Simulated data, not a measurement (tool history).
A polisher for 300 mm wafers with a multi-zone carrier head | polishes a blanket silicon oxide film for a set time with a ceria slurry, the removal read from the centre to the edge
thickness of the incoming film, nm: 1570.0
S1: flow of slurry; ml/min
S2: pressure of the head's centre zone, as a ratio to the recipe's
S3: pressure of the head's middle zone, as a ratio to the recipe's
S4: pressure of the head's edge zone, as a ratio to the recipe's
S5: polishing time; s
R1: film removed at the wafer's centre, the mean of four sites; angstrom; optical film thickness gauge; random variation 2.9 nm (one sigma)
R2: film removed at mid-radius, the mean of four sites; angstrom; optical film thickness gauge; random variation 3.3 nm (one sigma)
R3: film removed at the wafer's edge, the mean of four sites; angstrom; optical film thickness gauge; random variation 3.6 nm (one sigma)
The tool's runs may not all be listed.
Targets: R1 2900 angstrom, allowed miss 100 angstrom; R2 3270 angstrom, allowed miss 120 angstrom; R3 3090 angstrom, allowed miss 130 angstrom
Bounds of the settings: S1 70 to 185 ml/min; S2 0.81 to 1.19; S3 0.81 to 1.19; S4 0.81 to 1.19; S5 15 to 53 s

Run 1, hour 0: S1 120 ml/min, S2 1, S3 1, S4 1, S5 34 s. Result: R1 2080 angstrom, R2 2046.4 angstrom, R3 2092.5 angstrom.
Run 2, hour 2.5: S1 130 ml/min, S2 1, S3 1.04, S4 1.04, S5 37 s. Result: R1 2293.5 angstrom, R2 2386.4 angstrom, R3 2267.1 angstrom.
Run 3, hour 9.7: S1 130 ml/min, S2 1.03, S3 1.04, S4 1.04, S5 37 s. Result: R1 2360.7 angstrom, R2 2351.6 angstrom, R3 2308.4 angstrom.
Run 4, hour 17.3: S1 130 ml/min, S2 1.03, S3 0.98, S4 1.04, S5 37 s. Result: R1 2327.3 angstrom, R2 2290.7 angstrom, R3 2332.7 angstrom.
Run 5, hour 22.9: S1 130 ml/min, S2 1.03, S3 0.98, S4 1.04, S5 29 s. Result: R1 1863.2 angstrom, R2 1738.7 angstrom, R3 1833.8 angstrom.
Run 6, hour 27.7: S1 130 ml/min, S2 1.03, S3 0.89, S4 1.04, S5 29 s. Result: R1 1831 angstrom, R2 1658.6 angstrom, R3 1786.2 angstrom.
Run 7, hour 30.8: S1 135 ml/min, S2 1.02, S3 0.95, S4 1.06, S5 34 s. Result: R1 2134.9 angstrom, R2 2079.3 angstrom, R3 2183.6 angstrom.
Run 8, hour 33.1: S1 145 ml/min, S2 1.02, S3 0.98, S4 1.08, S5 37 s. Result: R1 2385.4 angstrom, R2 2322.8 angstrom, R3 2392.4 angstrom.
Run 9, hour 41: S1 145 ml/min, S2 1, S3 1.01, S4 1.09, S5 40 s. Result: R1 2503.4 angstrom, R2 2558.6 angstrom, R3 2646.5 angstrom.

Which of these 4 next moves meets every target?
Run A, hour 48.9: S1 140 ml/min, S2 1.1, S3 1.08, S4 1.09, S5 35 s. Result: R1 ?, R2 ?, R3 ?.
Run B, hour 48.9: S1 165 ml/min, S2 0.89, S3 1.04, S4 1.02, S5 48 s. Result: R1 ?, R2 ?, R3 ?.
Run C, hour 48.9: S1 135 ml/min, S2 0.92, S3 0.95, S4 1.18, S5 37 s. Result: R1 ?, R2 ?, R3 ?.
Run D, hour 48.9: S1 135 ml/min, S2 0.98, S3 0.94, S4 1.19, S5 36 s. Result: R1 ?, R2 ?, R3 ?.

move      R1      R2      R3
   A  2427.4  2377.8    2306
   B    2924  3261.8  3131.6
   C    2210  2239.3  2529.6
   D  2257.6  2159.1  2472.5
A: further off than the last run
B: meets every target
C: further off than the last run
D: further off than the last run
Answer: B

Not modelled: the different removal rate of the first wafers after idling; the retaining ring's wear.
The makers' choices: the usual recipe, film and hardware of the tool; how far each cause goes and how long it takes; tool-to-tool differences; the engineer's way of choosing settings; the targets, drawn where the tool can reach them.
